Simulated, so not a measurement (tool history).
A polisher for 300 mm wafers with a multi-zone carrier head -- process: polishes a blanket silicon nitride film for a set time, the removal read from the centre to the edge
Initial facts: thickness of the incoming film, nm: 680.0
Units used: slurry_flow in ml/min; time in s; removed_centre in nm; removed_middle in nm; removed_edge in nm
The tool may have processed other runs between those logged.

run,hour,slurry_flow,centre_zone,middle_zone,edge_zone,time,removed_centre,removed_middle,removed_edge
1,0,250,1,1,1,53,85.567,95.827,94.222
2,0.7,310,1,1,1,53,88.709,96.073,98.144
3,4.2,300,1.02,0.95,0.97,52,88.82,90.479,92.257
4,7.7,300,1.02,0.89,0.97,52,85.64,86.551,92.687
5,15.2,300,1.02,0.89,0.91,52,87.39,84.983,91.594
6,23.1,300,1.07,0.89,0.91,52,91.565,86.668,89.736
7,24,320,1.07,0.87,0.89,51,91.666,82.831,88.052
8,31.4,320,1.07,0.85,0.88,51,90.466,82.281,87.654
# hour 37.3: centre zone pressure recalibrated
9,37.3,330,1.07,0.84,0.89,50,97.977,78.45,86.98
10,40.9,330,1.07,0.84,0.89,50,98.329,80.07,85.974

Expected results for the next run?
11,49.7,315,1.06,0.83,0.89,50,?,?,?

Run 11 measured removed_centre 96.291 nm, removed_middle 78.217 nm, removed_edge 86.124 nm.
